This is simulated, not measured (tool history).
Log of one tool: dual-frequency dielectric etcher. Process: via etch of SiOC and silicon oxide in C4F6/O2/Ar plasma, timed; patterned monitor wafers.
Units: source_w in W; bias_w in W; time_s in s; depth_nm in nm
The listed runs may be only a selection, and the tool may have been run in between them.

run,hour,source_w,bias_w,time_s,depth_nm
1,0,380,196,97,125.54
2,8.8,380,221,97,130.54
3,11,450,221,97,142.08
4,11.6,410,221,97,135.3
5,13,450,221,97,141.33
6,20.4,450,221,101.5,149.63
7,23.5,380,188,100,128.72

Run 8 comes next. What will it give?
8,27.4,330,168,99,?

depth_nm: 114.15 nm
